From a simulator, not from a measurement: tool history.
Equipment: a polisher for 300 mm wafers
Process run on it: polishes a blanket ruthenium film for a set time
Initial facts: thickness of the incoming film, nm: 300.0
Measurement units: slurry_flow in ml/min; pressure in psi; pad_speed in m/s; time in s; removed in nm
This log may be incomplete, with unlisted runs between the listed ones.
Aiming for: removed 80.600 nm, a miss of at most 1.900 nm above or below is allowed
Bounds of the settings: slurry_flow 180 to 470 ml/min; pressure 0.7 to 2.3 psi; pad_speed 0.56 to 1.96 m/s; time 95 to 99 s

{"run": 1, "hour": 0.0, "slurry_flow": 300, "pressure": 1.5, "pad_speed": 1.26, "time": 95, "removed": 97.463}
{"run": 2, "hour": 1.5, "slurry_flow": 295, "pressure": 1.3, "pad_speed": 1.26, "time": 95, "removed": 87.357}
{"run": 3, "hour": 7.8, "slurry_flow": 295, "pressure": 1.2, "pad_speed": 1.26, "time": 95, "removed": 82.822}
{"run": 4, "hour": 11.9, "slurry_flow": 290, "pressure": 1.2, "pad_speed": 1.26, "time": 95, "removed": 83.055}
{"run": 5, "hour": 18.5, "slurry_flow": 355, "pressure": 1.2, "pad_speed": 1.26, "time": 95, "removed": 84.246}
{"run": 6, "hour": 23.7, "slurry_flow": 350, "pressure": 1.2, "pad_speed": 1.26, "time": 95, "removed": 84.166}
{"run": 7, "hour": 25.6, "slurry_flow": 340, "pressure": 1.2, "pad_speed": 1.26, "time": 95, "removed": 83.851}
{"run": 8, "hour": 27.3, "slurry_flow": 335, "pressure": 1.2, "pad_speed": 1.26, "time": 95, "removed": 82.983}
{"run": 9, "hour": 35.7, "slurry_flow": 335, "pressure": 1.2, "pad_speed": 1.26, "time": 95, "removed": 84.575}
{"run": 10, "hour": 38.9, "slurry_flow": 330, "pressure": 1.2, "pad_speed": 1.26, "time": 95, "removed": 84.302}

Exercise: of the 4 proposed moves below, exactly one satisfies all targets within the stated allowed misses. Which move is it?
{"run": "A", "hour": 42.1, "slurry_flow": 215, "pressure": 1.4, "pad_speed": 1.22, "time": 95, "removed": "?"}
{"run": "B", "hour": 42.1, "slurry_flow": 395, "pressure": 1.1, "pad_speed": 1.2, "time": 99, "removed": "?"}
{"run": "C", "hour": 42.1, "slurry_flow": 315, "pressure": 1.2, "pad_speed": 1.22, "time": 99, "removed": "?"}
{"run": "D", "hour": 42.1, "slurry_flow": 385, "pressure": 1.3, "pad_speed": 1.18, "time": 96, "removed": "?"}

move=A removed=86.745
move=B removed=80.185
move=C removed=84.831
move=D removed=85.595
A: moves away from the targets compared with the last run
B: every result within its allowed miss
C: moves away from the targets compared with the last run
D: moves away from the targets compared with the last run
Answer: B
